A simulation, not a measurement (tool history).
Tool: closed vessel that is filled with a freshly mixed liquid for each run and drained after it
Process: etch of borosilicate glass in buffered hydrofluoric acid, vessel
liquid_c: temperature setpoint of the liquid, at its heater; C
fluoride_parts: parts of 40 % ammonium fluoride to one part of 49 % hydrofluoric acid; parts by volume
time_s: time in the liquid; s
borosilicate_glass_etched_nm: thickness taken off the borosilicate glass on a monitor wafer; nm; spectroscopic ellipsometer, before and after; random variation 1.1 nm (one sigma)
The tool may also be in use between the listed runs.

Run 1, hour 0: liquid_c 21 C, fluoride_parts 19.5 parts by volume, time_s 95 s. Result: borosilicate_glass_etched_nm 54.456 nm.
Run 2, hour 2.5: liquid_c 21 C, fluoride_parts 19.5 parts by volume, time_s 95 s. Result: borosilicate_glass_etched_nm 53.502 nm.
Run 3, hour 8: liquid_c 18.5 C, fluoride_parts 19.5 parts by volume, time_s 95 s. Result: borosilicate_glass_etched_nm 47.043 nm.
Run 4, hour 8.9: liquid_c 18.5 C, fluoride_parts 23 parts by volume, time_s 95 s. Result: borosilicate_glass_etched_nm 42.052 nm.
Run 5, hour 9.6: liquid_c 18.5 C, fluoride_parts 23 parts by volume, time_s 95 s. Result: borosilicate_glass_etched_nm 42.134 nm.
Run 6, hour 17.1: liquid_c 19.5 C, fluoride_parts 21.5 parts by volume, time_s 95 s. Result: borosilicate_glass_etched_nm 45.683 nm.
Run 7, hour 20.8: liquid_c 20.5 C, fluoride_parts 20 parts by volume, time_s 95 s. Result: borosilicate_glass_etched_nm 50.868 nm.
Run 8, hour 24.3: liquid_c 21.5 C, fluoride_parts 18.5 parts by volume, time_s 95 s. Result: borosilicate_glass_etched_nm 58.5 nm.
Run 9, hour 28.5: liquid_c 22.5 C, fluoride_parts 17.5 parts by volume, time_s 95 s. Result: borosilicate_glass_etched_nm 66.503 nm.

The next listed run, before its measurement:
Run 10, hour 36.4: liquid_c 23 C, fluoride_parts 17 parts by volume, time_s 95 s. Result: borosilicate_glass_etched_nm ?.

borosilicate_glass_etched_nm: 69.216 nm

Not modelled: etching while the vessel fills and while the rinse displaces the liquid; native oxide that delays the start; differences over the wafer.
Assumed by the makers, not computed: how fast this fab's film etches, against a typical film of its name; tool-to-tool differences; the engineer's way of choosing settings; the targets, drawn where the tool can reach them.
